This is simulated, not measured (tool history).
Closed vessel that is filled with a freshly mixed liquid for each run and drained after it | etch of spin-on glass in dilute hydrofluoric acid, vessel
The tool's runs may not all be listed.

run  hour  temperature setpoint of the liquid (°C)  parts of water to one part of 49 % hydrofluoric acid (parts by volume)  time in the liquid (s)  thickness taken off the spin-on glass on a monitor wafer (angstrom)
  1   0.0                                     25.0                                                                     200                      30                                                               47.961
  2   7.3                                     27.5                                                                     200                      30                                                               53.094
  3  16.3                                     25.5                                                                     205                      30                                                               47.744
  4  18.7                                     25.5                                                                     205                      30                                                               48.218
  5  23.0                                     25.5                                                                     205                      30                                                               47.411
  6  28.7                                     22.5                                                                     205                      30                                                               42.748
  7  29.8                                     21.5                                                                     210                      30                                                               39.968
  8  35.8                                     20.5                                                                     215                      30                                                               37.817

The next listed run, before its measurement:
  9  43.6                                     20.0                                                                     220                      30                                                                    ?

thickness taken off the spin-on glass on a monitor wafer (angstrom): 36.191
